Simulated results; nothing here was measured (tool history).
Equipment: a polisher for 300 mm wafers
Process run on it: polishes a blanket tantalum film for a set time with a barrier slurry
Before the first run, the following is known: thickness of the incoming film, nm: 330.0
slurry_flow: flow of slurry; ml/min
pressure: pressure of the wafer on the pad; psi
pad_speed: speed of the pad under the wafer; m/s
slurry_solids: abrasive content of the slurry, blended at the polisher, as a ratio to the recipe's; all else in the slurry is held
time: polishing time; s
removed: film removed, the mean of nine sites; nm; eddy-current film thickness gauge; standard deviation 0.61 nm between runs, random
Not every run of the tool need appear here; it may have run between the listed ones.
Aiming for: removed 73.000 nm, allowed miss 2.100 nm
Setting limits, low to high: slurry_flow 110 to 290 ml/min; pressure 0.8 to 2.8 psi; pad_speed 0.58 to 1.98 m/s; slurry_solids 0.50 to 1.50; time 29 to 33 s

run  hour  slurry_flow  pressure  pad_speed  slurry_solids  time  removed
  1   0.0          185       1.8       1.28           1.00    33   59.541
  2   4.5          185       1.5       1.28           1.00    33   51.636
  3  10.0          185       1.5       1.06           1.00    33   44.533
  4  11.1          185       1.8       1.06           1.00    33   49.861
  5  15.4          190       1.9       1.06           1.00    33   52.001
  6  16.1          170       1.9       1.06           1.00    33   50.977
  7  23.1          180       2.0       1.06           1.00    33   53.703
  8  29.2          185       2.1       1.06           1.00    33   55.556
  9  33.5          190       2.2       1.06           1.00    33   56.437
 10  40.4          190       2.3       1.08           1.00    33   61.281
 11  45.8          190       2.4       1.08           1.00    33   63.373
 12  46.7          190       2.5       1.08           1.00    33   64.711
 13  50.6          195       2.7       1.08           1.00    33   69.167

Exercise: of the 4 proposed moves below, exactly one satisfies all targets within the stated allowed misses. Which move is it?
  A  54.5          180       2.8       1.10           1.05    33        ?
  B  54.5          155       2.5       1.14           1.05    33        ?
  C  54.5          165       2.8       1.04           1.05    33        ?
  D  54.5          175       2.8       1.00           1.05    33        ?

move  removed
   A   72.640
   B   67.635
   C   68.404
   D   66.453
A: each result inside its tolerance
B: the biggest miss grows against the last run
C: the biggest miss grows against the last run
D: the biggest miss grows against the last run
A is the move that brings every result within its allowed miss.
